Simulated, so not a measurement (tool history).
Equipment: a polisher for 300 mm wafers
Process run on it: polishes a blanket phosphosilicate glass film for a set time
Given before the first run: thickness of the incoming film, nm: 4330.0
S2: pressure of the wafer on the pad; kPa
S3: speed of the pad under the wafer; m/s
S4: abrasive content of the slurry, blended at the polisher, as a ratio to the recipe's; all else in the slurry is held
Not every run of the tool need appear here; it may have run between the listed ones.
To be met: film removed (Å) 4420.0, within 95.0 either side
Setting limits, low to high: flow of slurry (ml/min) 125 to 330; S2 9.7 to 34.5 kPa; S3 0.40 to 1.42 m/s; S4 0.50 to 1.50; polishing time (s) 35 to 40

run 1 hour=0.0 | flow_of_slurry_(ml/min)=210 S2=22.1 S3=0.90 S4=1.00 polishing_time_(s)=40 | film_removed_(Å)=3874.9
run 2 hour=6.1 | flow_of_slurry_(ml/min)=165 S2=22.1 S3=0.90 S4=1.00 polishing_time_(s)=40 | film_removed_(Å)=3729.0
run 3 hour=10.9 | flow_of_slurry_(ml/min)=180 S2=22.1 S3=0.90 S4=1.00 polishing_time_(s)=40 | film_removed_(Å)=3817.1
run 4 hour=13.6 | flow_of_slurry_(ml/min)=180 S2=24.8 S3=0.90 S4=1.00 polishing_time_(s)=40 | film_removed_(Å)=4268.0
run 5 hour=17.6 | flow_of_slurry_(ml/min)=180 S2=24.8 S3=0.90 S4=1.00 polishing_time_(s)=35 | film_removed_(Å)=3779.1
run 6 hour=21.7 | flow_of_slurry_(ml/min)=180 S2=20.7 S3=0.90 S4=1.00 polishing_time_(s)=35 | film_removed_(Å)=3156.0
run 7 hour=26.4 | flow_of_slurry_(ml/min)=195 S2=21.4 S3=0.90 S4=1.00 polishing_time_(s)=35 | film_removed_(Å)=3289.0
run 8 hour=29.5 | flow_of_slurry_(ml/min)=200 S2=22.1 S3=0.90 S4=1.00 polishing_time_(s)=35 | film_removed_(Å)=3396.3
run 9 hour=36.0 | flow_of_slurry_(ml/min)=200 S2=22.8 S3=0.90 S4=1.00 polishing_time_(s)=35 | film_removed_(Å)=3509.8
run 10 hour=42.3 | flow_of_slurry_(ml/min)=200 S2=23.4 S3=0.90 S4=1.00 polishing_time_(s)=35 | film_removed_(Å)=3610.4
run 11 hour=45.1 | flow_of_slurry_(ml/min)=200 S2=23.4 S3=0.90 S4=1.00 polishing_time_(s)=35 | film_removed_(Å)=3647.4
run 12 hour=46.1 | flow_of_slurry_(ml/min)=205 S2=24.1 S3=0.90 S4=1.00 polishing_time_(s)=35 | film_removed_(Å)=3688.2
run 13 hour=51.5 | flow_of_slurry_(ml/min)=205 S2=24.8 S3=0.90 S4=1.00 polishing_time_(s)=35 | film_removed_(Å)=3856.2
run 14 hour=58.7 | flow_of_slurry_(ml/min)=210 S2=25.5 S3=0.90 S4=1.00 polishing_time_(s)=35 | film_removed_(Å)=3948.7
run 15 hour=64.0 | flow_of_slurry_(ml/min)=210 S2=26.2 S3=0.90 S4=1.00 polishing_time_(s)=35 | film_removed_(Å)=4007.6
run 16 hour=66.9 | flow_of_slurry_(ml/min)=210 S2=26.9 S3=0.90 S4=1.00 polishing_time_(s)=35 | film_removed_(Å)=4124.9

Consider the 5 candidate settings below. Which is the only one whose results all fall within their allowed miss of target?
run A hour=69.8 | flow_of_slurry_(ml/min)=255 S2=25.5 S3=0.86 S4=0.95 polishing_time_(s)=35 | film_removed_(Å)=?
run B hour=69.8 | flow_of_slurry_(ml/min)=215 S2=26.2 S3=0.84 S4=0.95 polishing_time_(s)=36 | film_removed_(Å)=?
run C hour=69.8 | flow_of_slurry_(ml/min)=230 S2=24.8 S3=0.74 S4=1.15 polishing_time_(s)=39 | film_removed_(Å)=?
run D hour=69.8 | flow_of_slurry_(ml/min)=205 S2=22.1 S3=0.96 S4=1.05 polishing_time_(s)=38 | film_removed_(Å)=?
run E hour=69.8 | flow_of_slurry_(ml/min)=145 S2=29.0 S3=0.90 S4=0.90 polishing_time_(s)=38 | film_removed_(Å)=?

move=A film_removed_(Å)=3818.4
move=B film_removed_(Å)=3877.2
move=C film_removed_(Å)=3897.2
move=D film_removed_(Å)=3975.8
move=E film_removed_(Å)=4388.6
A: misses by more than the last run did
B: misses by more than the last run did
C: misses by more than the last run did
D: misses by more than the last run did
E: hits every target within its allowed miss
Answer: E

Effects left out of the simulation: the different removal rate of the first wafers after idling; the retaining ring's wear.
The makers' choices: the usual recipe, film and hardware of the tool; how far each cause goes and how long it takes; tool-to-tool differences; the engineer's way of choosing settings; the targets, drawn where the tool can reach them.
